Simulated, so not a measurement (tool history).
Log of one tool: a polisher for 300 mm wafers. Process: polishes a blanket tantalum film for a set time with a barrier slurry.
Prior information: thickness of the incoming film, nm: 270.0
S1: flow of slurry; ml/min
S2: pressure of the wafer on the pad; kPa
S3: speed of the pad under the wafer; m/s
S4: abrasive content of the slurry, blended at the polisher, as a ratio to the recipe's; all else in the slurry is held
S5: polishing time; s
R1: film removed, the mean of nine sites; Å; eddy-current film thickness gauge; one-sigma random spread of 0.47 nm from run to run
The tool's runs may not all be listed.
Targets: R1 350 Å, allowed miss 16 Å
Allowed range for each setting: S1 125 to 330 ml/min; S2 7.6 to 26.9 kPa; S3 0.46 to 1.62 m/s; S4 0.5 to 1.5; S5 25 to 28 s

run	day	S1	S2	S3	S4	S5	R1
1	0	210	17.2	1.04	1	28	604.59
2	0.246	210	17.2	1.04	0.8	28	568.24
3	0.567	210	14.5	1.04	0.8	28	490.46
4	0.929	210	14.5	1.16	0.8	28	511.86
5	1.208	210	13.1	1.16	0.8	28	489.81
6	1.571	210	13.1	1.16	0.95	28	498.18
7	1.608	210	11.7	1.16	0.95	28	457.73
8	1.896	210	7.6	1.14	0.95	28	303.61
9	2.167	210	8.3	1.14	0.95	28	328.38

Exactly one of the 4 candidate moves below puts every result within its allowed miss. Which one?
A	2.438	200	8.3	1.3	0.95	27	?
B	2.438	280	11	0.82	0.8	26	?
C	2.438	190	7.6	1.16	1.15	25	?
D	2.438	205	9	1.02	0.9	27	?

move	R1
A	352.19
B	314.58
C	292.19
D	314.01
A: hits every target within its allowed miss
B: its largest miss is bigger than the last run's
C: its largest miss is bigger than the last run's
D: its largest miss is bigger than the last run's
Correct choice: A, which meets every target
